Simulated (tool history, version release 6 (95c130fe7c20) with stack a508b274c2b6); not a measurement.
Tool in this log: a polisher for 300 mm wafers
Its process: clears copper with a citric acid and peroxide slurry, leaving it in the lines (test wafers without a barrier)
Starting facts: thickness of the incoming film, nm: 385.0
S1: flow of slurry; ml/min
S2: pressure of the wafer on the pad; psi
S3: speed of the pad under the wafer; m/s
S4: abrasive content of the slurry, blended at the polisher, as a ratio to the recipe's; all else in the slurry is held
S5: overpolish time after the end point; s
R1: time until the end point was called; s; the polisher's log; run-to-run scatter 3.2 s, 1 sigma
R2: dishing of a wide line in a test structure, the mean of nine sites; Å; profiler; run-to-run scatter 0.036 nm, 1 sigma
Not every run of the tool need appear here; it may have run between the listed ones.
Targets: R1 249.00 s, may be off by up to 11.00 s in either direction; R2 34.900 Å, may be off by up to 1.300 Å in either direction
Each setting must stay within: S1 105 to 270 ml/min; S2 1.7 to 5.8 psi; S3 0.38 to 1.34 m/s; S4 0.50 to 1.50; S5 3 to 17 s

| run | day | S1 | S2 | S3 | S4 | S5 | R1 | R2 |
|---|---|---|---|---|---|---|---|---|
| 1 | 0.000 | 175 | 3.7 | 0.86 | 1.00 | 9 | 188.16 | 134.810 |
| 2 | 0.033 | 180 | 3.5 | 0.82 | 1.00 | 8 | 213.14 | 109.150 |
| 3 | 0.312 | 210 | 3.5 | 0.82 | 1.00 | 8 | 201.86 | 112.540 |
| 4 | 0.412 | 220 | 3.3 | 0.80 | 0.90 | 7 | 222.38 | 90.840 |
| 5 | 0.775 | 245 | 3.3 | 0.80 | 0.90 | 7 | 223.77 | 90.268 |
| 6 | 0.942 | 250 | 3.2 | 0.80 | 0.80 | 6 | 228.27 | 76.117 |
| 7 | 1.308 | 250 | 3.2 | 0.80 | 0.80 | 6 | 228.30 | 75.188 |
| 8 | 1.496 | 255 | 3.0 | 0.82 | 0.75 | 5 | 236.53 | 59.608 |
| 9 | 1.688 | 250 | 2.9 | 0.86 | 0.70 | 5 | 244.96 | 60.351 |
| 10 | 2.025 | 270 | 2.3 | 0.62 | 0.95 | 3 | 382.60 | 22.538 |
| 11 | 2.338 | 270 | 2.5 | 0.62 | 1.05 | 3 | 350.13 | 25.094 |
| 12 | 2.371 | 270 | 2.7 | 0.62 | 1.15 | 3 | 318.92 | 26.780 |
| 13 | 2.446 | 270 | 2.8 | 0.62 | 1.20 | 3 | 313.76 | 28.548 |
| 14 | 2.529 | 270 | 2.9 | 0.62 | 1.25 | 3 | 294.72 | 29.850 |
| 15 | 2.783 | 270 | 3.0 | 0.62 | 1.30 | 3 | 284.64 | 30.857 |
| 16 | 2.971 | 270 | 3.1 | 0.62 | 1.35 | 3 | 276.12 | 31.698 |
| 17 | 3.179 | 270 | 3.1 | 0.62 | 1.40 | 3 | 276.98 | 32.110 |
| 18 | 3.400 | 270 | 3.2 | 0.62 | 1.40 | 3 | 266.86 | 33.007 |

Exercise: of the 4 proposed moves below, exactly one satisfies all targets within the stated allowed misses. Which move is it?
| A | 3.621 | 265 | 3.0 | 0.62 | 1.45 | 3 | ? | ? |
| B | 3.621 | 270 | 2.8 | 0.70 | 1.35 | 3 | ? | ? |
| C | 3.621 | 250 | 4.1 | 0.48 | 1.20 | 3 | ? | ? |
| D | 3.621 | 270 | 3.5 | 0.66 | 0.85 | 3 | ? | ? |

| move | R1 | R2 |
|---|---|---|
| A | 278.50 | 31.130 |
| B | 269.40 | 32.164 |
| C | 268.58 | 32.301 |
| D | 245.61 | 35.276 |
A: further off than the last run
B: further off than the last run
C: further off than the last run
D: each result inside its tolerance
Answer: D
